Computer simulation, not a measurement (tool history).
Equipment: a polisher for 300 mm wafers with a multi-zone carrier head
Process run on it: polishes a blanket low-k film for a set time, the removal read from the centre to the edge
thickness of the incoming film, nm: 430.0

run    day  flow of slurry (ml/min)  pressure of the head's centre zone  pressure of the head's middle zone  pressure of the head's edge zone  abrasive content of the slurry  polishing time (s)  film removed at the wafer's centre (nm)  film removed at mid-radius (nm)  film removed at the wafer's edge (nm)
  1      0                      175                                   1                                   1                                 1                               1                  50                                   11.573                           12.062                                 12.001
  2  0.367                      190                                   1                                   1                                 1                               1                  50                                   11.557                           12.306                                 11.957
  3  0.738                      190                                   1                                   1                                 1                               1                  60                                   14.038                           14.645                                 14.614
  4  0.775                      185                                0.95                                   1                                 1                            0.85                  58                                   12.054                            13.46                                 13.344
  5   0.85                      185                                0.95                                0.97                                 1                            0.85                  58                                   12.141                           12.986                                 13.204
  6  1.154                      175                                0.91                                0.98                              0.99                            0.75                  56                                   10.551                           12.127                                 12.175
  7  1.346                      175                                0.91                                0.98                              0.99                            0.75                  56                                   10.552                           11.984                                 11.814
  8  1.488                      160                                0.88                                0.99                                 1                             0.7                  55                                   9.6165                           11.604                                 11.478

Estimate the outcome of run 9 from the log above:
  9  1.654                      160                                0.88                                0.99                                 1                             0.7                  55                                        ?                                ?                                      ?

{"run 9": {"film removed at the wafer's centre (nm)": 9.5625, "film removed at mid-radius (nm)": 11.51, "film removed at the wafer's edge (nm)": 11.357}}
